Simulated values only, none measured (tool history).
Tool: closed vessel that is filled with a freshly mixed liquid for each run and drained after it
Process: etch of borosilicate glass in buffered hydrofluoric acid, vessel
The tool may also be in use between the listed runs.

| run | hour | temperature setpoint of the liquid (°C) | parts of 40 % ammonium fluoride to one part of 49 % hydrofluoric acid (parts by volume) | time in the liquid (s) | thickness taken off the borosilicate glass on a monitor wafer (Å) |
|---|---|---|---|---|---|
| 1 | 0 | 20 | 21 | 90 | 403.05 |
| 2 | 5.2 | 20 | 26 | 90 | 341.79 |
| 3 | 13.4 | 23 | 26 | 90 | 412.76 |
| 4 | 20.8 | 24 | 22.5 | 90 | 481.13 |
| 5 | 27.3 | 24 | 22.5 | 95 | 502.48 |
| 6 | 34.5 | 25 | 19 | 95 | 606.14 |
| 7 | 38.4 | 25.5 | 17 | 95 | 701.66 |

Forecast run 8:
| 8 | 42.1 | 26 | 16 | 95 | ? |

thickness taken off the borosilicate glass on a monitor wafer (Å): 761.23

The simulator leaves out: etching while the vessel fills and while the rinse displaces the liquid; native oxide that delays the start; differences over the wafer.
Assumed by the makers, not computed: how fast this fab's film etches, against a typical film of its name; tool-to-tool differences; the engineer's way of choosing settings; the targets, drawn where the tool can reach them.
